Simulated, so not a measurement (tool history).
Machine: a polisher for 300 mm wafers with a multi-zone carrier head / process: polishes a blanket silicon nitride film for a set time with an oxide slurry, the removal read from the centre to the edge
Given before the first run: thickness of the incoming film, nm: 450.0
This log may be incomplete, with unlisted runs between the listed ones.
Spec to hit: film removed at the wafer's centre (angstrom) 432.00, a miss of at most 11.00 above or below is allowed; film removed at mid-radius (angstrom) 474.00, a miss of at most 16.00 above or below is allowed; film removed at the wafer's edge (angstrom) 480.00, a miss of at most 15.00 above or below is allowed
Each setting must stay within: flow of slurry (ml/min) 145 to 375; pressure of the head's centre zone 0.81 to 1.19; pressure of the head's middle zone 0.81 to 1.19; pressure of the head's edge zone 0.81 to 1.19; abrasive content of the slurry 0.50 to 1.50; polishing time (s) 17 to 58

| run | day | flow of slurry (ml/min) | pressure of the head's centre zone | pressure of the head's middle zone | pressure of the head's edge zone | abrasive content of the slurry | polishing time (s) | film removed at the wafer's centre (angstrom) | film removed at mid-radius (angstrom) | film removed at the wafer's edge (angstrom) |
|---|---|---|---|---|---|---|---|---|---|---|
| 1 | 0.000 | 240 | 1.00 | 1.00 | 1.00 | 1.00 | 37 | 371.93 | 356.40 | 336.73 |
| 2 | 0.233 | 240 | 0.92 | 1.00 | 1.00 | 1.00 | 37 | 339.64 | 353.72 | 345.63 |
| 3 | 0.567 | 240 | 0.92 | 1.00 | 0.96 | 1.00 | 37 | 340.93 | 352.81 | 332.48 |
| 4 | 0.629 | 240 | 0.92 | 1.00 | 0.92 | 1.00 | 37 | 336.94 | 355.20 | 325.74 |
| 5 | 1.000 | 240 | 0.96 | 1.00 | 0.92 | 1.00 | 37 | 356.97 | 357.71 | 328.99 |
| 6 | 1.288 | 240 | 0.94 | 1.01 | 0.99 | 1.15 | 38 | 370.57 | 387.06 | 368.76 |
|  | 1.533 | edge zone pressure recalibrated |
| 7 | 1.533 | 255 | 0.94 | 1.03 | 1.05 | 1.25 | 38 | 386.07 | 410.36 | 403.97 |
| 8 | 1.600 | 275 | 0.95 | 1.05 | 1.09 | 1.30 | 38 | 405.47 | 423.33 | 419.77 |
| 9 | 1.904 | 285 | 0.94 | 1.07 | 1.12 | 1.35 | 38 | 401.72 | 430.92 | 428.91 |
| 10 | 2.017 | 280 | 0.94 | 1.08 | 1.13 | 1.40 | 38 | 410.37 | 443.00 | 429.72 |
| 11 | 2.342 | 280 | 0.94 | 1.08 | 1.13 | 1.40 | 38 | 407.27 | 439.47 | 430.91 |
| 12 | 2.658 | 295 | 0.93 | 1.08 | 1.14 | 1.45 | 38 | 409.44 | 447.40 | 439.56 |
| 13 | 2.696 | 295 | 0.93 | 1.08 | 1.15 | 1.45 | 39 | 421.79 | 465.26 | 454.64 |
| 14 | 2.938 | 300 | 0.93 | 1.07 | 1.16 | 1.45 | 39 | 417.71 | 459.94 | 459.02 |

Which one of the following 5 next-run settings gets every result inside its allowed miss? There is exactly one.
| A | 3.179 | 280 | 0.94 | 1.05 | 1.04 | 1.50 | 39 | ? | ? | ? |
| B | 3.179 | 305 | 0.93 | 1.12 | 1.11 | 1.50 | 41 | ? | ? | ? |
| C | 3.179 | 250 | 0.93 | 1.06 | 1.17 | 1.25 | 43 | ? | ? | ? |
| D | 3.179 | 235 | 0.89 | 0.95 | 1.19 | 1.25 | 43 | ? | ? | ? |
| E | 3.179 | 210 | 0.90 | 0.96 | 1.15 | 1.45 | 42 | ? | ? | ? |

| move | film removed at the wafer's centre (angstrom) | film removed at mid-radius (angstrom) | film removed at the wafer's edge (angstrom) |
|---|---|---|---|
| A | 423.94 | 455.66 | 445.62 |
| B | 444.32 | 509.48 | 485.94 |
| C | 432.71 | 474.32 | 489.51 |
| D | 411.29 | 430.28 | 492.71 |
| E | 421.03 | 439.82 | 491.52 |
A: its largest miss is bigger than the last run's
B: brings the result that was furthest off to its target, and leaves another outside
C: meets every target
D: brings the result that was furthest off to its target, and leaves another outside
E: brings the result that was furthest off to its target, and leaves another outside
So the answer is move C, the one that meets all the targets.
